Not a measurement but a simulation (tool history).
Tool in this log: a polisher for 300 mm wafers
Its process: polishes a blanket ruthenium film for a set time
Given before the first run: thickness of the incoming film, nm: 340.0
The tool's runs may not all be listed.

run  hour  flow of slurry (ml/min)  pressure of the wafer on the pad (kPa)  speed of the pad under the wafer (m/s)  polishing time (s)  film removed (Å)
  1     0                      275                                    15.9                                    1.08                  33            427.42
  2   1.3                      275                                    17.2                                    1.08                  33            456.06
  3   7.3                      275                                    17.2                                    1.08                  33            450.49
  4  13.2                      225                                    17.2                                    1.08                  33            453.24
  5  17.1                      225                                    18.6                                     1.1                  33            482.32
  6  26.1                      225                                    19.3                                    1.14                  33            528.88
  7  27.8                      225                                      20                                    1.16                  33             560.2
  8  30.5                      225                                    20.7                                    1.16                  33            581.22

Run 9 comes next. What will it give?
  9  37.3                      225                                    21.4                                    1.16                  33                 ?

Run 9 gave film removed (Å) 588.43.
